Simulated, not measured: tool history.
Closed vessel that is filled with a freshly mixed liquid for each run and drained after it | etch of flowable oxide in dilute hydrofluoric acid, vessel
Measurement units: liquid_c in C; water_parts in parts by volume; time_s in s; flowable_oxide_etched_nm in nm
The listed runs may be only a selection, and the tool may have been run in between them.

run 1 hour=0.0 | liquid_c=20.0 water_parts=65 time_s=55 | flowable_oxide_etched_nm=15.739
run 2 hour=5.7 | liquid_c=17.5 water_parts=65 time_s=55 | flowable_oxide_etched_nm=14.067
run 3 hour=8.9 | liquid_c=19.5 water_parts=65 time_s=55 | flowable_oxide_etched_nm=15.410
run 4 hour=14.6 | liquid_c=21.0 water_parts=65 time_s=55 | flowable_oxide_etched_nm=16.443
-- hour=24.0 hydrofluoric acid flow meter replaced
run 5 hour=24.0 | liquid_c=22.5 water_parts=65 time_s=55 | flowable_oxide_etched_nm=19.162
run 6 hour=31.4 | liquid_c=23.0 water_parts=65 time_s=55 | flowable_oxide_etched_nm=19.765
run 7 hour=33.7 | liquid_c=23.5 water_parts=65 time_s=55 | flowable_oxide_etched_nm=19.992
run 8 hour=42.1 | liquid_c=24.0 water_parts=65 time_s=55 | flowable_oxide_etched_nm=20.548

Predict the results of run 9:
run 9 hour=48.8 | liquid_c=24.5 water_parts=65 time_s=55 | flowable_oxide_etched_nm=?

Logged for run 9: flowable_oxide_etched_nm 21.041 nm.
